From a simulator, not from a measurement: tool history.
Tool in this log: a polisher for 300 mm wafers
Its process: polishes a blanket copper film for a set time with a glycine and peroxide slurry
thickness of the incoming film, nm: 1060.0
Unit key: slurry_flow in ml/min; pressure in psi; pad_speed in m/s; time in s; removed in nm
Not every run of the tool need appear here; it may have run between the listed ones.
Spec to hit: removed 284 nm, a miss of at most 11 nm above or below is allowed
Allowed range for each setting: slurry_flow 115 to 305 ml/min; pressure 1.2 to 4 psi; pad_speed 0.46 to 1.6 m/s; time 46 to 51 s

| run | hour | slurry_flow | pressure | pad_speed | time | removed |
|---|---|---|---|---|---|---|
| 1 | 0 | 195 | 2.6 | 1.02 | 51 | 226.1 |
| 2 | 1.3 | 195 | 2.6 | 1.02 | 51 | 225.73 |
| 3 | 7.4 | 195 | 2.9 | 1.02 | 51 | 246.44 |
| 4 | 10.2 | 195 | 3 | 1.02 | 51 | 252.56 |
| 5 | 17.3 | 195 | 3 | 0.8 | 51 | 213.01 |
| 6 | 20.9 | 195 | 3 | 0.8 | 51 | 210.22 |
| 7 | 26 | 195 | 3.3 | 0.8 | 51 | 227.52 |
| 8 | 26.5 | 200 | 3.5 | 0.82 | 51 | 243.72 |
|  | 33.8 | worn pad replaced by a new one |
| 9 | 33.8 | 200 | 3.5 | 0.82 | 51 | 263.6 |
| 10 | 35.9 | 210 | 3.5 | 0.82 | 51 | 262.86 |

5 next moves are on the table. One of them brings every result within its allowed miss. Which?
| A | 38 | 245 | 3.4 | 0.82 | 47 | ? |
| B | 38 | 240 | 3 | 0.9 | 47 | ? |
| C | 38 | 195 | 4 | 0.86 | 48 | ? |
| D | 38 | 205 | 3.5 | 0.78 | 51 | ? |
| E | 38 | 150 | 3.3 | 0.84 | 50 | ? |

| move | removed |
|---|---|
| A | 242.4 |
| B | 233.22 |
| C | 285.37 |
| D | 254.16 |
| E | 237.54 |
A: further off than the last run
B: further off than the last run
C: meets every target
D: further off than the last run
E: further off than the last run
Move C is the one to make.

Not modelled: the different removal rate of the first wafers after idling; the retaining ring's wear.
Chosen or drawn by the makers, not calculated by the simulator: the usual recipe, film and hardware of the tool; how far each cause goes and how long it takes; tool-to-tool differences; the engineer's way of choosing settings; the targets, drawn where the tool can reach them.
